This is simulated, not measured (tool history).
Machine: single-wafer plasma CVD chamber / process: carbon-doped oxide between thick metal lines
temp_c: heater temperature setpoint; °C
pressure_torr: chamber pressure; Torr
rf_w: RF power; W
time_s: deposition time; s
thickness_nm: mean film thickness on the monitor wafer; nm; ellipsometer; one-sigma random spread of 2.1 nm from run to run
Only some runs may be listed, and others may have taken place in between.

{"run": 1, "day": 0.0, "temp_c": 330, "pressure_torr": 4.8, "rf_w": 400, "time_s": 195, "thickness_nm": 886.23}
{"run": 2, "day": 0.05, "temp_c": 330, "pressure_torr": 4.8, "rf_w": 375, "time_s": 195, "thickness_nm": 853.28}
{"run": 3, "day": 0.367, "temp_c": 330, "pressure_torr": 4.8, "rf_w": 375, "time_s": 201, "thickness_nm": 880.22}
{"run": 4, "day": 0.742, "temp_c": 330, "pressure_torr": 4.8, "rf_w": 350, "time_s": 201, "thickness_nm": 845.11}
{"run": 5, "day": 1.096, "temp_c": 330, "pressure_torr": 4.49, "rf_w": 350, "time_s": 201, "thickness_nm": 838.93}
{"run": 6, "day": 1.354, "temp_c": 330, "pressure_torr": 4.05, "rf_w": 350, "time_s": 201, "thickness_nm": 833.09}
{"day": 1.712, "done": "thermocouple changed; heater temperature recalibrated"}
{"run": 7, "day": 1.712, "temp_c": 331, "pressure_torr": 3.99, "rf_w": 345, "time_s": 201, "thickness_nm": 812.05}

For run 8, what comes out?
{"run": 8, "day": 1.75, "temp_c": 332, "pressure_torr": 3.93, "rf_w": 345, "time_s": 201, "thickness_nm": "?"}

thickness_nm: 810.25 nm
